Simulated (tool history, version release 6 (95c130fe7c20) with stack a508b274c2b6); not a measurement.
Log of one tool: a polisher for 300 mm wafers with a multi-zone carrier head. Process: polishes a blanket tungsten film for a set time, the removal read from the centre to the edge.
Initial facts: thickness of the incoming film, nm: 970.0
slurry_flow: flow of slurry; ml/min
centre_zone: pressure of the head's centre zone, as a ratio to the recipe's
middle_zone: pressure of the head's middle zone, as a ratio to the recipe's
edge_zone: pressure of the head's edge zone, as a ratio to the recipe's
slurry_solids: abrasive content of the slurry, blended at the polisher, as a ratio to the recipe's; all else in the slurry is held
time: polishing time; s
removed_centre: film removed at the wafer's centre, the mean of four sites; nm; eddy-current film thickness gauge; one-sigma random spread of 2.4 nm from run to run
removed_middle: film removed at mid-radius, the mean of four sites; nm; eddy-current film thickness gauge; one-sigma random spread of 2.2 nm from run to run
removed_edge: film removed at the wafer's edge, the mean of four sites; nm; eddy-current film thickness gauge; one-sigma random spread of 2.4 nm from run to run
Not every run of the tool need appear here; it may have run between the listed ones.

| run | hour | slurry_flow | centre_zone | middle_zone | edge_zone | slurry_solids | time | removed_centre | removed_middle | removed_edge |
|---|---|---|---|---|---|---|---|---|---|---|
| 1 | 0 | 150 | 1 | 1 | 1 | 1 | 56 | 268.82 | 269.93 | 268.2 |
| 2 | 2.7 | 145 | 1.03 | 0.97 | 0.97 | 0.95 | 56 | 272.04 | 256.67 | 259.28 |
| 3 | 10.6 | 145 | 1.05 | 0.94 | 0.95 | 0.95 | 56 | 276.94 | 252.71 | 256.73 |
| 4 | 16.4 | 140 | 1.07 | 0.92 | 0.94 | 0.9 | 56 | 277.54 | 239.57 | 251.75 |
| 5 | 25.4 | 140 | 1.09 | 0.91 | 0.92 | 0.9 | 56 | 284.01 | 236.28 | 252.11 |
| 6 | 33.3 | 140 | 1.09 | 0.91 | 1 | 0.9 | 56 | 279.04 | 234.34 | 257.28 |
| 7 | 39.1 | 140 | 1.11 | 0.91 | 0.98 | 0.85 | 56 | 284.91 | 233.05 | 251.73 |
| 8 | 39.9 | 140 | 1.12 | 0.9 | 0.97 | 0.8 | 56 | 282.51 | 227.39 | 244.65 |

What does the tool deliver on the next run?
| 9 | 40.6 | 140 | 1.13 | 0.89 | 0.96 | 0.8 | 56 | ? | ? | ? |

Run 9 came out at removed_centre 282.39 nm, removed_middle 221.99 nm, removed_edge 241.19 nm.
